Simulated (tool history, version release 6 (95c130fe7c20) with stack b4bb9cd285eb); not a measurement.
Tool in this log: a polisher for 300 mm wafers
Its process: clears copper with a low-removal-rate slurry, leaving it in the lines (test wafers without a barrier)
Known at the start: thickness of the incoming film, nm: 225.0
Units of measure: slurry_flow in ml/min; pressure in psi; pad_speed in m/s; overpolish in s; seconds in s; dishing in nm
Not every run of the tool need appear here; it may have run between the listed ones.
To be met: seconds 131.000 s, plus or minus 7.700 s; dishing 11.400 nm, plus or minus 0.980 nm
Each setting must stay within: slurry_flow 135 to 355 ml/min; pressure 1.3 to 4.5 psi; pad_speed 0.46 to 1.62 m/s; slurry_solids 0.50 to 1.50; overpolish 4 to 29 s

run 1 day=0.000 | slurry_flow=225 pressure=2.9 pad_speed=1.04 slurry_solids=1.00 overpolish=15 | seconds=80.869 dishing=27.185
run 2 day=0.150 | slurry_flow=225 pressure=2.7 pad_speed=1.04 slurry_solids=1.00 overpolish=14 | seconds=86.280 dishing=24.843
run 3 day=0.442 | slurry_flow=225 pressure=2.5 pad_speed=1.02 slurry_solids=1.00 overpolish=12 | seconds=94.318 dishing=20.687
run 4 day=0.479 | slurry_flow=225 pressure=1.9 pad_speed=1.02 slurry_solids=1.00 overpolish=12 | seconds=123.460 dishing=15.678
run 5 day=0.838 | slurry_flow=225 pressure=1.9 pad_speed=1.02 slurry_solids=0.80 overpolish=12 | seconds=127.350 dishing=15.492
run 6 day=0.988 | slurry_flow=245 pressure=1.9 pad_speed=1.02 slurry_solids=0.80 overpolish=12 | seconds=127.900 dishing=15.191
run 7 day=1.029 | slurry_flow=245 pressure=1.9 pad_speed=1.02 slurry_solids=0.80 overpolish=11 | seconds=132.060 dishing=14.324
run 8 day=1.262 | slurry_flow=245 pressure=1.9 pad_speed=1.02 slurry_solids=0.80 overpolish=10 | seconds=128.430 dishing=12.656

Of the 5 settings listed for the next run, only one would bring every result within its allowed miss of target. Which one?
run A day=1.496 | slurry_flow=250 pressure=1.7 pad_speed=0.96 slurry_solids=0.85 overpolish=12 | seconds=? dishing=?
run B day=1.496 | slurry_flow=240 pressure=1.8 pad_speed=0.96 slurry_solids=0.80 overpolish=10 | seconds=? dishing=?
run C day=1.496 | slurry_flow=230 pressure=2.1 pad_speed=1.02 slurry_solids=0.80 overpolish=11 | seconds=? dishing=?
run D day=1.496 | slurry_flow=240 pressure=1.8 pad_speed=0.94 slurry_solids=0.70 overpolish=10 | seconds=? dishing=?
run E day=1.496 | slurry_flow=285 pressure=1.9 pad_speed=0.96 slurry_solids=0.85 overpolish=9 | seconds=? dishing=?

move=A seconds=145.890 dishing=13.498
move=B seconds=140.520 dishing=11.829
move=C seconds=114.940 dishing=15.588
move=D seconds=147.240 dishing=11.326
move=E seconds=129.430 dishing=11.591
A: misses by more than the last run did
B: brings the result that was furthest off to its target, and leaves another outside
C: misses by more than the last run did
D: brings the result that was furthest off to its target, and leaves another outside
E: all results land within tolerance of their targets
E is the move that brings every result within its allowed miss.
